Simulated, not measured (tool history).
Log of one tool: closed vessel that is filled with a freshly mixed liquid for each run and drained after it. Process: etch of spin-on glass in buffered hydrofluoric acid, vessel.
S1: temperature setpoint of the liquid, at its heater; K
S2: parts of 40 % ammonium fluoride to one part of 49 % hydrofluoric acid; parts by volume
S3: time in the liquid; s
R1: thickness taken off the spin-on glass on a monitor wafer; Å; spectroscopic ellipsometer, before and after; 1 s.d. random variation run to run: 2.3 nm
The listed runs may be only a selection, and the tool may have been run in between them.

run    day      S1    S2   S3      R1
  1      0  295.15    12  100  2489.5
  2   0.15  295.15  14.5  100  2043.8
  3  0.338  296.65  14.5  100  2232.8
  4  0.467  298.15  14.5  100  2419.9
  5  0.562  298.15    17  100  2094.6
  6  0.867  299.15  16.5  100  2272.1
  7  1.196  300.15    16  100  2448.3

What will run 8 give?
  8  1.283  303.15  13  100   ?

Run 8 yielded R1 3532.3 Å.

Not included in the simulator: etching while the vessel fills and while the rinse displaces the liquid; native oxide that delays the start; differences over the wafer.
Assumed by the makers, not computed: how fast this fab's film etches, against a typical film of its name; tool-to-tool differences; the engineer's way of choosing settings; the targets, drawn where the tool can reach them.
